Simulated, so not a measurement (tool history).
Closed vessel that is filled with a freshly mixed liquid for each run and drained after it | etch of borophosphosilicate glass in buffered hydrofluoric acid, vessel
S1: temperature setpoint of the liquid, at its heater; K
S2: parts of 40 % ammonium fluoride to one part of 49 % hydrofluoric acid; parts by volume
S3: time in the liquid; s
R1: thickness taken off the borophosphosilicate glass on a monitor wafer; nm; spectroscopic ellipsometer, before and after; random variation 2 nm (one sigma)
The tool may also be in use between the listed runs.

{"run": 1, "hour": 0.0, "S1": 295.15, "S2": 12.5, "S3": 100, "R1": 160.52}
{"run": 2, "hour": 7.8, "S1": 297.15, "S2": 12.5, "S3": 100, "R1": 179.39}
{"run": 3, "hour": 10.5, "S1": 298.15, "S2": 11.5, "S3": 100, "R1": 206.54}
{"run": 4, "hour": 13.3, "S1": 299.15, "S2": 11.0, "S3": 100, "R1": 226.7}
{"run": 5, "hour": 15.6, "S1": 300.15, "S2": 10.5, "S3": 100, "R1": 252.82}
{"run": 6, "hour": 18.3, "S1": 300.65, "S2": 10.0, "S3": 100, "R1": 272.98}
{"run": 7, "hour": 23.7, "S1": 301.15, "S2": 9.5, "S3": 100, "R1": 285.56}
{"run": 8, "hour": 31.4, "S1": 301.65, "S2": 9.0, "S3": 100, "R1": 305.21}
{"run": 9, "hour": 32.6, "S1": 302.15, "S2": 8.5, "S3": 100, "R1": 334.38}

The next listed run, before its measurement:
{"run": 10, "hour": 36.5, "S1": 303.15, "S2": 8.0, "S3": 100, "R1": "?"}

R1: 377.58 nm
